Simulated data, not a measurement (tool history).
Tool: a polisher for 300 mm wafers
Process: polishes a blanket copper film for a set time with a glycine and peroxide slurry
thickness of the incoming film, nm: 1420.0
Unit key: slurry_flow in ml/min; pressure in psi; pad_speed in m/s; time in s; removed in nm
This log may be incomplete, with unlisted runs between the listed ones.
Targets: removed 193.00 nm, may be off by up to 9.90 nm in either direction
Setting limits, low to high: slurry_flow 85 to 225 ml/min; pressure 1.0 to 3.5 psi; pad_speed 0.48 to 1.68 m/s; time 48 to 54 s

run	hour	slurry_flow	pressure	pad_speed	time	removed
1	0.0	145	2.2	1.08	54	304.78
2	3.0	125	2.2	1.08	54	289.36
3	12.1	125	1.9	1.08	54	254.88
4	18.4	120	1.8	1.08	54	242.63
5	20.6	120	1.8	1.08	54	248.54
6	25.3	120	1.7	1.08	54	239.58
7	32.9	115	1.6	1.08	54	230.11
8	36.6	115	1.5	1.08	54	215.66

Below are 4 possible settings for the next run. Only one of them brings all results inside the allowed miss of their targets. Which is it?
A	40.3	165	1.2	1.10	48	?
B	40.3	85	1.2	1.06	54	?
C	40.3	130	1.8	0.98	54	?
D	40.3	145	1.3	1.20	48	?

move	removed
A	177.83
B	164.99
C	235.34
D	195.48
A: the result that was furthest off in the last run now lies on the other side of its target
B: the result that was furthest off in the last run now lies on the other side of its target
C: moves away from the targets compared with the last run
D: all results in spec
The move that meets every target is D.
